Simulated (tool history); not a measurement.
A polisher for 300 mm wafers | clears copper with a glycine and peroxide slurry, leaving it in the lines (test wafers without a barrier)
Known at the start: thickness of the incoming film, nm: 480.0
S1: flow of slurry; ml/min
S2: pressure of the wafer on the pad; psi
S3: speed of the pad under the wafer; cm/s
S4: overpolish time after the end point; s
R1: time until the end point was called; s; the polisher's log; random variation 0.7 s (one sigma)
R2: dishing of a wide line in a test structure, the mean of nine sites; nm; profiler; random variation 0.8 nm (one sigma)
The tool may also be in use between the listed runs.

run 1 hour=0.0 | S1=220 S2=2.4 S3=92 S4=15 | R1=106.100 R2=48.042
run 2 hour=1.4 | S1=220 S2=1.9 S3=92 S4=15 | R1=120.110 R2=42.611
run 3 hour=5.3 | S1=220 S2=1.9 S3=70 S4=15 | R1=149.280 R2=36.818
run 4 hour=10.8 | S1=230 S2=2.5 S3=84 S4=15 | R1=110.030 R2=46.786
run 5 hour=14.1 | S1=235 S2=2.9 S3=92 S4=15 | R1=92.172 R2=51.757
run 6 hour=22.6 | S1=235 S2=2.9 S3=92 S4=9 | R1=93.610 R2=34.689
run 7 hour=24.6 | S1=240 S2=2.9 S3=106 S4=11 | R1=82.968 R2=44.978

The next listed run, before its measurement:
run 8 hour=30.1 | S1=240 S2=3.0 S3=114 S4=12 | R1=? R2=?

{"run 8": {"R1": 75.569, "R2": 52.578}}
